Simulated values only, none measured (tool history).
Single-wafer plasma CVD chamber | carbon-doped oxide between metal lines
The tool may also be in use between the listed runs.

run    day  heater temperature setpoint (K)  chamber pressure (mTorr)  RF power (kW)  deposition time (s)  mean film thickness on the monitor wafer (nm)
  1      0                           618.15                      6900          0.425                  8.6                                         45.757
  2  0.192                           618.15                      6900          0.425                  8.2                                          43.51
  3  0.542                           621.15                      6700          0.415                  8.2                                         42.609
  4  0.812                           621.15                      6700          0.415                  8.6                                         44.396
  5  0.904                           621.15                      6040          0.415                  8.6                                         44.459
  6  1.054                           628.15                      6040          0.415                  8.6                                         43.392
  7    1.1                           630.15                      6030            0.4                  8.6                                         41.755

The next listed run, before its measurement:
  8  1.317                           632.15                      6030          0.395                  8.6                                              ?

{"run 8": {"mean film thickness on the monitor wafer (nm)": 41.258}}
